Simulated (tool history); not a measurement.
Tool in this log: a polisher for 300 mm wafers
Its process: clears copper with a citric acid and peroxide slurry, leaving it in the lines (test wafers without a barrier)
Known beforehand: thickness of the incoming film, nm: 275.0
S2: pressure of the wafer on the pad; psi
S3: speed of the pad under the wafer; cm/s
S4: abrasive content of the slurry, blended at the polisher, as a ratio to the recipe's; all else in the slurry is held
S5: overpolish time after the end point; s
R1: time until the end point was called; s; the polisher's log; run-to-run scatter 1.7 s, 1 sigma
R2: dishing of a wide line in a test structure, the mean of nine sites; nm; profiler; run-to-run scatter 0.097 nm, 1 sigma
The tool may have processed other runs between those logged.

Run 1, hour 0.0: flow of slurry (ml/min) 250, S2 4.0 psi, S3 98 cm/s, S4 1.00, S5 10 s. Result: R1 98.446 s, R2 25.3870 nm.
Run 2, hour 1.6: flow of slurry (ml/min) 190, S2 4.0 psi, S3 98 cm/s, S4 1.00, S5 10 s. Result: R1 103.860 s, R2 23.7690 nm.
Run 3, hour 9.0: flow of slurry (ml/min) 235, S2 4.0 psi, S3 98 cm/s, S4 1.00, S5 10 s. Result: R1 97.677 s, R2 24.8380 nm.
Run 4, hour 14.8: flow of slurry (ml/min) 255, S2 3.7 psi, S3 98 cm/s, S4 1.00, S5 9 s. Result: R1 101.350 s, R2 21.3410 nm.
Run 5, hour 20.5: flow of slurry (ml/min) 255, S2 3.7 psi, S3 80 cm/s, S4 1.00, S5 9 s. Result: R1 126.400 s, R2 17.6170 nm.
Run 6, hour 25.5: flow of slurry (ml/min) 275, S2 3.5 psi, S3 82 cm/s, S4 1.00, S5 8 s. Result: R1 123.530 s, R2 15.6230 nm.
Run 7, hour 34.0: flow of slurry (ml/min) 345, S2 2.4 psi, S3 106 cm/s, S4 0.75, S5 3 s. Result: R1 142.870 s, R2 5.3037 nm.
Run 8, hour 40.1: flow of slurry (ml/min) 345, S2 2.5 psi, S3 106 cm/s, S4 0.75, S5 3 s. Result: R1 136.490 s, R2 5.4937 nm.
Run 9, hour 41.3: flow of slurry (ml/min) 345, S2 2.6 psi, S3 106 cm/s, S4 0.75, S5 3 s. Result: R1 136.610 s, R2 5.5982 nm.
Run 10, hour 49.3: flow of slurry (ml/min) 345, S2 3.4 psi, S3 108 cm/s, S4 0.75, S5 3 s. Result: R1 106.080 s, R2 7.2162 nm.

Run 11 is up next; what results do you expect?
At hour 54.0: worn pad replaced by a new one.
Run 11, hour 54.0: flow of slurry (ml/min) 355, S2 3.2 psi, S3 108 cm/s, S4 0.75, S5 3 s. Result: R1 ?, R2 ?.

{"run 11": {"R1": 101.87, "R2": 7.2634}}

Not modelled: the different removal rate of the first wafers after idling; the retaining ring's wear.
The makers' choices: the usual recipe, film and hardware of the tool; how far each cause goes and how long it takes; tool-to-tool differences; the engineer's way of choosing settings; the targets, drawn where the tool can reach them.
